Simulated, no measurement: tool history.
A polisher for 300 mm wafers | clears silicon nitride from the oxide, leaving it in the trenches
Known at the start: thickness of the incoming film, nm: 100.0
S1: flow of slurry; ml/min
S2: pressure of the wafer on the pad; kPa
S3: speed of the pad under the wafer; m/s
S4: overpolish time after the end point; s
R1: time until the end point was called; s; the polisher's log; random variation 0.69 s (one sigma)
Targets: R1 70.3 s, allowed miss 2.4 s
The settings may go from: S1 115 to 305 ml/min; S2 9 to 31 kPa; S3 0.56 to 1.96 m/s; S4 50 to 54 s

run,hour,S1,S2,S3,S4,R1
1,0,195,20,1.26,50,103.98
2,6.2,200,22.1,1.26,50,93.479
3,14.7,155,22.1,1.26,50,96.259
4,23.6,155,22.1,1.26,54,96.826
5,26.8,160,23.4,1.26,54,89.556
6,29.7,165,24.8,1.26,54,85.161
7,35.8,165,26.2,1.26,54,82.846
8,36.5,165,27.6,1.26,54,78.585
9,42.2,165,28.3,1.26,54,76.433
10,47.1,165,29,1.26,54,75.412

Which of these 4 next moves meets every target?
A,52,180,29.6,1.16,50,?
B,52,190,29,1.38,54,?
C,52,155,29,1.16,53,?
D,52,240,30.3,1.2,54,?

move,R1
A,75.577
B,64.714
C,79.342
D,68.594
A: as far off as the last run
B: takes the result that was furthest off past its target
C: further off than the last run
D: meets every target
The right move is D.
